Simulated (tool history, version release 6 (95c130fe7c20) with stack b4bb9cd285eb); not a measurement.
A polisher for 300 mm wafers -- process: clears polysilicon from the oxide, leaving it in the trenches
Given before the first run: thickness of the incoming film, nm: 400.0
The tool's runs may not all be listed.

run  hour  flow of slurry (ml/min)  pressure of the wafer on the pad (psi)  speed of the pad under the wafer (cm/s)  overpolish time after the end point (s)  time until the end point was called (s)  dishing of a wide line in a test structure (angstrom)
  1   0.0                      305                                     2.8                                       98                                       10                                   35.312                                                 509.08
  2   5.6                      305                                     2.9                                       98                                       10                                   34.739                                                 508.18
  3   7.1                      305                                     2.3                                       98                                       10                                   42.612                                                 460.32
  4  15.3                      305                                     2.5                                       98                                       10                                   38.999                                                 473.70
  5  17.7                      305                                     2.7                                       98                                       10                                   37.823                                                 495.49
  6  23.6                      305                                     2.7                                       98                                       12                                   36.422                                                 529.03
  7  29.6                      305                                     2.8                                       98                                       12                                   34.618                                                 540.15
  8  38.3                      305                                     2.9                                       98                                       12                                   33.975                                                 519.48
  9  44.6                      305                                     3.0                                       98                                       13                                   33.174                                                 570.26

Expected results for the next run?
 10  46.7                      305                                     3.1                                       98                                       13                                        ?                                                      ?

{"run 10": {"time until the end point was called (s)": 32.617, "dishing of a wide line in a test structure (angstrom)": 568.05}}
